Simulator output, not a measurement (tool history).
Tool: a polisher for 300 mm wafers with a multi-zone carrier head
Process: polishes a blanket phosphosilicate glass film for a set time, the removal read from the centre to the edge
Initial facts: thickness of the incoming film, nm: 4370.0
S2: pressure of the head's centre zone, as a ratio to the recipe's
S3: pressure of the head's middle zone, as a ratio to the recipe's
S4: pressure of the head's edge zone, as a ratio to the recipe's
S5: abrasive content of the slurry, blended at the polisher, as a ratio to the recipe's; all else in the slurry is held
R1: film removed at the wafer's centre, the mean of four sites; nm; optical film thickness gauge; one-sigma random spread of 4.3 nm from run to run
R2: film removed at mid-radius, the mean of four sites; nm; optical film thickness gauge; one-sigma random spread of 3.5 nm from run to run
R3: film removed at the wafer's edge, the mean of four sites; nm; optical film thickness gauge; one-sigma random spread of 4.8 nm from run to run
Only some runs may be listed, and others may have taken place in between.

{"run": 1, "hour": 0.0, "flow of slurry (ml/min)": 265, "S2": 1, "S3": 1, "S4": 1, "S5": 1, "polishing time (s)": 41, "R1": 395.92, "R2": 378.95, "R3": 393.19}
{"run": 2, "hour": 4.6, "flow of slurry (ml/min)": 275, "S2": 0.98, "S3": 1.04, "S4": 1.04, "S5": 1.1, "polishing time (s)": 41, "R1": 407.51, "R2": 417.09, "R3": 410.41}
{"run": 3, "hour": 13.2, "flow of slurry (ml/min)": 270, "S2": 0.94, "S3": 1.04, "S4": 1.06, "S5": 1.2, "polishing time (s)": 41, "R1": 398.11, "R2": 428.68, "R3": 436.85}
{"run": 4, "hour": 16.1, "flow of slurry (ml/min)": 245, "S2": 0.94, "S3": 1.04, "S4": 1.06, "S5": 1.2, "polishing time (s)": 41, "R1": 394.16, "R2": 428.78, "R3": 426.19}
{"run": 5, "hour": 23.2, "flow of slurry (ml/min)": 180, "S2": 0.94, "S3": 1.04, "S4": 1.06, "S5": 1.2, "polishing time (s)": 41, "R1": 368.07, "R2": 403.87, "R3": 411.08}
{"run": 6, "hour": 24.1, "flow of slurry (ml/min)": 220, "S2": 0.93, "S3": 1.06, "S4": 1.09, "S5": 1.25, "polishing time (s)": 41, "R1": 384.01, "R2": 437.76, "R3": 437.85}

What does the tool deliver on the next run?
{"run": 7, "hour": 25.1, "flow of slurry (ml/min)": 250, "S2": 0.92, "S3": 1.07, "S4": 1.11, "S5": 1.25, "polishing time (s)": 41, "R1": "?", "R2": "?", "R3": "?"}

Run 7 measured R1 387.03 nm, R2 440.22 nm, R3 449.73 nm.
